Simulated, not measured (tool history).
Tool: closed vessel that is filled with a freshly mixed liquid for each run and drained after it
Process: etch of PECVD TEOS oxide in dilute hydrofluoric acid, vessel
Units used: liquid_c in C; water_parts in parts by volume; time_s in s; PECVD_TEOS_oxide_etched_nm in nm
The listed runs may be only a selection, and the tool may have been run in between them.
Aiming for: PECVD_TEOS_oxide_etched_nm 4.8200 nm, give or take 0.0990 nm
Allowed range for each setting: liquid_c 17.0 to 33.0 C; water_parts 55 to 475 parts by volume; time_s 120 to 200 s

run,hour,liquid_c,water_parts,time_s,PECVD_TEOS_oxide_etched_nm
1,0.0,25.0,265,200,6.7050
2,2.3,25.0,305,200,5.6076
3,5.0,28.5,305,200,6.3217
4,12.7,28.5,225,200,9.3039
5,14.0,24.5,245,200,7.2656
6,19.0,24.5,160,200,12.2510
7,20.4,20.5,265,200,5.7002
8,29.4,19.5,265,200,5.4797

Which single option among these 4 for the next run brings every result within its allowed miss of target? Just one does.
A,38.4,18.0,250,200,?
B,38.4,22.5,250,195,?
C,38.4,24.5,225,120,?
D,38.4,18.0,270,200,?

move,PECVD_TEOS_oxide_etched_nm
A,5.5702
B,6.4268
C,4.8476
D,5.0672
A: further off than the last run
B: further off than the last run
C: every result within its allowed miss
D: closes in on the targets versus the last run, not all within tolerance yet
C meets every target.
